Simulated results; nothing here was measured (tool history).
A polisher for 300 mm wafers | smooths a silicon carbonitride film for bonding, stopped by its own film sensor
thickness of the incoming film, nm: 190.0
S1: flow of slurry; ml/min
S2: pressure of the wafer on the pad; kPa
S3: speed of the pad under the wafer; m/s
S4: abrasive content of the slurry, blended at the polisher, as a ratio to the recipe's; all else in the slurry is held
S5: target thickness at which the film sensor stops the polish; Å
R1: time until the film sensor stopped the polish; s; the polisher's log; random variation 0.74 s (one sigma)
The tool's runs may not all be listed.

run 1 hour=0.0 | S1=180 S2=17.2 S3=1.14 S4=1.0 S5=1790 | R1=32.192
run 2 hour=3.4 | S1=180 S2=16.5 S3=1.14 S4=1.0 S5=1790 | R1=33.241
run 3 hour=5.2 | S1=135 S2=16.5 S3=1.14 S4=1.0 S5=1790 | R1=35.922
run 4 hour=10.4 | S1=135 S2=16.5 S3=1.14 S4=1.0 S5=1810 | R1=28.682
run 5 hour=11.9 | S1=135 S2=15.9 S3=1.12 S4=1.0 S5=1810 | R1=30.398
run 6 hour=19.3 | S1=175 S2=15.9 S3=1.12 S4=1.0 S5=1810 | R1=29.272
run 7 hour=26.3 | S1=175 S2=14.5 S3=1.10 S4=1.0 S5=1810 | R1=32.929
run 8 hour=31.4 | S1=175 S2=13.8 S3=1.10 S4=1.0 S5=1810 | R1=33.964
run 9 hour=35.6 | S1=175 S2=13.1 S3=1.10 S4=1.0 S5=1810 | R1=35.405

Run 10 comes next. What will it give?
run 10 hour=40.4 | S1=175 S2=13.1 S3=1.10 S4=1.0 S5=1810 | R1=?

Run 10 gave R1 35.227 s.
